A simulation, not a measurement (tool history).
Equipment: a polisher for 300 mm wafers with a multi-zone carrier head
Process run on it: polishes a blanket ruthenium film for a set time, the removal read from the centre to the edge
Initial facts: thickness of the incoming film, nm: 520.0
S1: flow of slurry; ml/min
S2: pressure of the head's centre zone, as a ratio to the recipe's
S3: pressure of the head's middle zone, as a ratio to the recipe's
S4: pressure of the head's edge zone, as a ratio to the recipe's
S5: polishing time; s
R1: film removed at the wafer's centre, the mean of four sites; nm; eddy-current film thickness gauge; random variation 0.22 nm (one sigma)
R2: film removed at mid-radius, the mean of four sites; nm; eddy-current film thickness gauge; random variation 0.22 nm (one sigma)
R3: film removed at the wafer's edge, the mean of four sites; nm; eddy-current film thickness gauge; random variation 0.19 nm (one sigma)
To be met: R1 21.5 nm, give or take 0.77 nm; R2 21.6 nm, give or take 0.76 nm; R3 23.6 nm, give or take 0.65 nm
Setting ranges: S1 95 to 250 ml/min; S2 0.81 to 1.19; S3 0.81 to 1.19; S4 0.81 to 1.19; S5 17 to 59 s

| run | hour | S1 | S2 | S3 | S4 | S5 | R1 | R2 | R3 |
|---|---|---|---|---|---|---|---|---|---|
| 1 | 0 | 160 | 1 | 1 | 1 | 38 | 24.476 | 24.589 | 24.581 |
| 2 | 7 | 160 | 1 | 1 | 1.08 | 38 | 24.125 | 25.021 | 25.353 |
| 3 | 9.3 | 155 | 0.99 | 0.99 | 1.07 | 38 | 23.484 | 24.13 | 25.201 |
| 4 | 18.2 | 155 | 0.99 | 1.05 | 1.07 | 38 | 23.762 | 25.771 | 25.347 |
| 5 | 24.4 | 150 | 0.99 | 1.03 | 1.06 | 38 | 23.543 | 25.27 | 24.826 |
| 6 | 27.8 | 150 | 0.99 | 1.06 | 1.06 | 38 | 23.421 | 25.744 | 24.425 |
| 7 | 28.9 | 145 | 0.99 | 1.04 | 1.06 | 38 | 23.99 | 25.356 | 24.631 |
| 8 | 30 | 140 | 0.98 | 1.02 | 1.06 | 38 | 23.219 | 24.458 | 24.861 |
| 9 | 36.7 | 135 | 0.98 | 1.01 | 1.05 | 38 | 22.755 | 24.06 | 24.599 |
| 10 | 45.5 | 130 | 0.98 | 1 | 1.04 | 38 | 22.76 | 23.761 | 23.739 |
| 11 | 46.7 | 125 | 0.98 | 0.99 | 1.04 | 38 | 22.797 | 23.6 | 23.906 |
| 12 | 55.4 | 125 | 0.98 | 0.99 | 1.04 | 38 | 23.025 | 23.638 | 23.682 |
| 13 | 57.1 | 125 | 0.97 | 0.98 | 1.04 | 38 | 22.305 | 23.721 | 24.011 |
| 14 | 61.2 | 120 | 0.97 | 0.97 | 1.04 | 38 | 22.009 | 22.939 | 24.077 |
| 15 | 62.9 | 115 | 0.97 | 0.96 | 1.04 | 38 | 21.732 | 22.429 | 23.799 |

Exercise: of the 5 proposed moves below, exactly one satisfies all targets within the stated allowed misses. Which move is it?
| A | 64.6 | 105 | 0.95 | 1.07 | 1.01 | 38 | ? | ? | ? |
| B | 64.6 | 95 | 0.98 | 0.93 | 1.02 | 39 | ? | ? | ? |
| C | 64.6 | 115 | 0.95 | 1 | 0.95 | 38 | ? | ? | ? |
| D | 64.6 | 130 | 0.95 | 1.03 | 1.1 | 36 | ? | ? | ? |
| E | 64.6 | 100 | 0.97 | 1.01 | 1 | 39 | ? | ? | ? |

| move | R1 | R2 | R3 |
|---|---|---|---|
| A | 20.886 | 23.858 | 22.827 |
| B | 21.444 | 21.189 | 23.135 |
| C | 21.405 | 23.026 | 22.74 |
| D | 20.913 | 22.973 | 23.042 |
| E | 21.571 | 23.024 | 23.173 |
A: lands further from the targets than the last run did
B: all results land within tolerance of their targets
C: lands further from the targets than the last run did
D: lands further from the targets than the last run did
E: lands further from the targets than the last run did
B is the move that brings every result within its allowed miss.

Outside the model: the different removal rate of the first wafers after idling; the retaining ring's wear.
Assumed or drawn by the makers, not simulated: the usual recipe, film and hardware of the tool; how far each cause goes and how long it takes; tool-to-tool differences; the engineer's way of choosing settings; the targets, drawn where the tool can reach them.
